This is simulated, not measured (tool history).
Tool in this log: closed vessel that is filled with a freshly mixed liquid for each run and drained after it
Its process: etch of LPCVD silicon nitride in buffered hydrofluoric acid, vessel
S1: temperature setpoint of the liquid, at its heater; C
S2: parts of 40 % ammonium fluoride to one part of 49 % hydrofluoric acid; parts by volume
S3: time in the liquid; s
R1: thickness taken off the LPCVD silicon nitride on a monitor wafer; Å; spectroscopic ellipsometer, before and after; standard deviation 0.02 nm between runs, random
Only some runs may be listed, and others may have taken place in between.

run	day	S1	S2	S3	R1
1	0.000	25.0	14.0	400	50.452
2	0.350	25.0	14.0	300	37.716
3	0.604	25.5	14.0	300	39.040
4	0.929	26.5	14.0	300	41.244
5	1.204	27.0	14.0	300	42.000
6	1.479	27.0	16.5	300	36.088
7	1.596	28.0	16.5	300	37.617
8	1.758	28.5	16.5	300	39.001
9	2.050	29.0	16.5	300	40.051
10	2.171	29.5	16.5	300	41.216

Predict the results of run 11:
11	2.425	30.0	16.5	300	?

R1: 41.873 Å
